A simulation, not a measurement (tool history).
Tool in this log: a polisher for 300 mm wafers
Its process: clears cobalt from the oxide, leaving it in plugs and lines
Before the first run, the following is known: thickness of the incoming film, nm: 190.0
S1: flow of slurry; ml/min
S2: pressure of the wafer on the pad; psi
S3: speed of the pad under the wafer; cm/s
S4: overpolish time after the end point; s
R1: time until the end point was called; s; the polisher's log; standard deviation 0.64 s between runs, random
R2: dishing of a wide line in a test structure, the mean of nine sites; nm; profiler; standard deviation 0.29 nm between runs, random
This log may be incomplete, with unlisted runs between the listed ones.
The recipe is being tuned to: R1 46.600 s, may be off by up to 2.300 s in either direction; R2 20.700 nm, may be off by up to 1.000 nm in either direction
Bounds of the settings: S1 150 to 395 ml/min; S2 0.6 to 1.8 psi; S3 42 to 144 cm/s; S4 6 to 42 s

| run | hour | S1 | S2 | S3 | S4 | R1 | R2 |
|---|---|---|---|---|---|---|---|
| 1 | 0.0 | 250 | 1.2 | 92 | 21 | 73.193 | 35.538 |
| 2 | 0.6 | 245 | 1.2 | 92 | 19 | 73.030 | 34.117 |
| 3 | 8.7 | 245 | 1.2 | 104 | 19 | 68.314 | 36.673 |
| 4 | 16.6 | 245 | 1.2 | 104 | 14 | 68.666 | 29.684 |
| 5 | 20.6 | 290 | 1.2 | 104 | 14 | 66.705 | 30.094 |
| 6 | 22.3 | 290 | 1.0 | 104 | 14 | 79.074 | 27.158 |
| 7 | 25.6 | 305 | 1.1 | 98 | 13 | 74.204 | 25.739 |
| 8 | 29.8 | 315 | 1.2 | 94 | 12 | 70.723 | 26.274 |
| 9 | 33.1 | 325 | 1.3 | 90 | 11 | 68.983 | 24.963 |

Which one of the following 4 next-run settings gets every result inside its allowed miss? There is exactly one.
| A | 36.4 | 395 | 0.7 | 96 | 15 | ? | ? |
| B | 36.4 | 280 | 1.1 | 88 | 11 | ? | ? |
| C | 36.4 | 395 | 1.7 | 100 | 6 | ? | ? |
| D | 36.4 | 345 | 1.7 | 120 | 6 | ? | ? |

| move | R1 | R2 |
|---|---|---|
| A | 117.450 | 20.284 |
| B | 83.427 | 20.751 |
| C | 48.306 | 19.727 |
| D | 42.271 | 21.926 |
A: misses by more than the last run did
B: misses by more than the last run did
C: all results in spec
D: takes the biggest miss from the last run beyond its target
Move C is the one to make.
